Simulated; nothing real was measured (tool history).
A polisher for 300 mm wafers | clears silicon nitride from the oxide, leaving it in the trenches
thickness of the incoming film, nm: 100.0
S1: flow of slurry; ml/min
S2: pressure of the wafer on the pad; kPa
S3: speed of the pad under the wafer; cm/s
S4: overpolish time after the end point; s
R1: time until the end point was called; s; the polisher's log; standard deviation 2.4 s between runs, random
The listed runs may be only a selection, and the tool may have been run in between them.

| run | hour | S1 | S2 | S3 | S4 | R1 |
|---|---|---|---|---|---|---|
| 1 | 0 | 140 | 15.9 | 90 | 26 | 139.44 |
| 2 | 1.2 | 135 | 13.1 | 88 | 26 | 164.77 |
| 3 | 10 | 130 | 11 | 84 | 26 | 201.35 |
| 4 | 11.5 | 130 | 11 | 98 | 26 | 173.61 |
| 5 | 19 | 125 | 9.7 | 94 | 26 | 201.7 |
| 6 | 24.5 | 125 | 9.7 | 94 | 27 | 196.72 |
| 7 | 32.9 | 120 | 9 | 90 | 27 | 226.23 |
| 8 | 41.7 | 110 | 8.3 | 90 | 27 | 241.68 |
| 9 | 45 | 105 | 8.3 | 90 | 27 | 241.59 |
| 10 | 51.1 | 100 | 8.3 | 90 | 27 | 246.79 |
| 11 | 59.3 | 95 | 8.3 | 90 | 27 | 250.45 |
| 12 | 66.5 | 90 | 8.3 | 90 | 27 | 255.31 |

Run 13, settings as shown, results not yet in. Your forecast:
| 13 | 74.4 | 85 | 7.6 | 90 | 27 | ? |

{"run 13": {"R1": 279.76}}
